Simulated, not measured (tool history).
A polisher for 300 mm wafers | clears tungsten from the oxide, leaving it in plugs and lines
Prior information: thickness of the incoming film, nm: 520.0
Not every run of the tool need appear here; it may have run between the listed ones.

run    day  flow of slurry (ml/min)  pressure of the wafer on the pad (kPa)  speed of the pad under the wafer (m/s)  abrasive content of the slurry  overpolish time after the end point (s)  time until the end point was called (s)
  1  0.000                      210                                    26.9                                    1.12                             1.0                                        5                                  114.750
  2  0.038                      210                                    29.0                                    1.12                             1.0                                        5                                  107.620
  3  0.162                      210                                    31.0                                    1.14                             1.0                                        5                                   99.929
  4  0.442                      210                                    33.1                                    1.16                             1.0                                        5                                   92.154
  5  0.750                      210                                    30.3                                    1.16                             1.0                                        5                                  101.490
  6  0.788                      210                                    32.4                                    1.18                             1.0                                        5                                   93.523
  7  0.938                      210                                    33.8                                    1.20                             1.0                                        5                                   89.615

Run 8 has not been measured yet. What should we expect?
  8  1.104                      210                                    35.2                                    1.22                             1.0                                        5                                        ?

Run 8 came out at time until the end point was called (s) 82.655.
